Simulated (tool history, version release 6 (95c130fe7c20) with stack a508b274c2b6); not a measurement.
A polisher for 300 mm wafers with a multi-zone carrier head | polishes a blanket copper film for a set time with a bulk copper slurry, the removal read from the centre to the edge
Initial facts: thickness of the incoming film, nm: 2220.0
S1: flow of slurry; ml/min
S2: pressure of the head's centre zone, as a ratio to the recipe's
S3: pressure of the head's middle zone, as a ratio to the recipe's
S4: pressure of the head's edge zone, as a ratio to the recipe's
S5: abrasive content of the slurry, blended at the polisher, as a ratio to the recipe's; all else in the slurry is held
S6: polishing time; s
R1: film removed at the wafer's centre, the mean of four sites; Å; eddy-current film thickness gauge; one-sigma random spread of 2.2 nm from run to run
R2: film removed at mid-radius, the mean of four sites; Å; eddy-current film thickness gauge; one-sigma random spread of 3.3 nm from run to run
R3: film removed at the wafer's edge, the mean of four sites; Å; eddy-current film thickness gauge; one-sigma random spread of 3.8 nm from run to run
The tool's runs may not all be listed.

run	hour	S1	S2	S3	S4	S5	S6	R1	R2	R3
1	0.0	280	1.00	1.00	1.00	1.00	56	4498.4	4423.5	4594.6
2	5.7	280	0.96	1.00	1.00	1.00	56	4331.6	4592.6	4593.4
3	13.6	275	0.95	0.98	1.00	0.95	55	4101.4	4221.9	4413.6
4	22.4	270	0.94	0.97	0.99	0.90	55	4012.8	4231.2	4267.2
5	29.7	265	0.93	0.95	1.00	0.85	55	3884.2	4028.2	4209.9
6	36.5	260	0.92	0.94	1.00	0.80	55	3771.9	3962.8	4136.0
7	44.3	255	0.91	0.93	1.00	0.75	55	3684.6	3884.4	4041.4
8	52.1	250	0.90	0.92	1.00	0.75	55	3640.8	3842.9	4055.4

Run 9 is up next; what results do you expect?
9	59.4	220	0.83	0.82	0.93	0.50	53	?	?	?

R1: 2786.1 Å
R2: 2904.7 Å
R3: 3330.5 Å
